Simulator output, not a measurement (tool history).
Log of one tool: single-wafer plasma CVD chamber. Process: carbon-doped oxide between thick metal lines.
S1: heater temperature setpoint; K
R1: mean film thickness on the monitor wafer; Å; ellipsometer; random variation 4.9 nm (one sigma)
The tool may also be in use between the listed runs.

Run 1, hour 0.0: S1 638.15 K, chamber pressure (Torr) 4.47, RF power (W) 520, deposition time (s) 149. Result: R1 7521.5 Å.
Run 2, hour 4.9: S1 638.15 K, chamber pressure (Torr) 5.05, RF power (W) 520, deposition time (s) 149. Result: R1 7732.2 Å.
Run 3, hour 10.9: S1 638.15 K, chamber pressure (Torr) 5.05, RF power (W) 520, deposition time (s) 154. Result: R1 7926.2 Å.
Run 4, hour 12.2: S1 638.15 K, chamber pressure (Torr) 4.47, RF power (W) 520, deposition time (s) 154. Result: R1 7855.7 Å.
Run 5, hour 18.1: S1 638.15 K, chamber pressure (Torr) 4.47, RF power (W) 520, deposition time (s) 149. Result: R1 7496.5 Å.
Run 6, hour 26.8: S1 636.15 K, chamber pressure (Torr) 4.92, RF power (W) 550, deposition time (s) 149. Result: R1 7961.6 Å.
Run 7, hour 28.1: S1 634.15 K, chamber pressure (Torr) 5.25, RF power (W) 570, deposition time (s) 149. Result: R1 8290.1 Å.
Run 8, hour 32.2: S1 632.15 K, chamber pressure (Torr) 5.52, RF power (W) 580, deposition time (s) 149. Result: R1 8401.9 Å.
Run 9, hour 37.1: S1 632.15 K, chamber pressure (Torr) 5.62, RF power (W) 595, deposition time (s) 149. Result: R1 8690.4 Å.

Forecast run 10:
Run 10, hour 46.1: S1 632.15 K, chamber pressure (Torr) 5.76, RF power (W) 600, deposition time (s) 149. Result: R1 ?.

Run 10 gave R1 8702.0 Å.
